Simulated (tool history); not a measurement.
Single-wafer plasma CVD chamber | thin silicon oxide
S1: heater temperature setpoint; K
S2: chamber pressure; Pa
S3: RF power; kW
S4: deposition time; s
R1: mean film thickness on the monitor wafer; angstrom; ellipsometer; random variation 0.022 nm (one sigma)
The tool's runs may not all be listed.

run 1 hour=0.0 | S1=658.15 S2=122.9 S3=0.285 S4=2.97 | R1=64.691
run 2 hour=4.8 | S1=658.15 S2=122.9 S3=0.245 S4=2.97 | R1=61.495
run 3 hour=10.1 | S1=658.15 S2=122.9 S3=0.245 S4=2.83 | R1=58.259
run 4 hour=14.9 | S1=658.15 S2=126.8 S3=0.245 S4=2.83 | R1=60.062
run 5 hour=17.3 | S1=658.15 S2=126.8 S3=0.285 S4=2.83 | R1=62.779
run 6 hour=19.3 | S1=658.15 S2=126.8 S3=0.285 S4=2.97 | R1=66.356
-- hour=27.8 capacitance manometer re-zeroed and calibrated
run 7 hour=27.8 | S1=658.15 S2=128.7 S3=0.285 S4=2.97 | R1=68.289
run 8 hour=34.1 | S1=658.15 S2=144.4 S3=0.285 S4=2.97 | R1=73.140
run 9 hour=37.9 | S1=658.15 S2=144.9 S3=0.285 S4=2.97 | R1=73.303

The next listed run, before its measurement:
run 10 hour=39.6 | S1=658.15 S2=145.3 S3=0.285 S4=2.97 | R1=?

Run 10 gave R1 73.897 angstrom.

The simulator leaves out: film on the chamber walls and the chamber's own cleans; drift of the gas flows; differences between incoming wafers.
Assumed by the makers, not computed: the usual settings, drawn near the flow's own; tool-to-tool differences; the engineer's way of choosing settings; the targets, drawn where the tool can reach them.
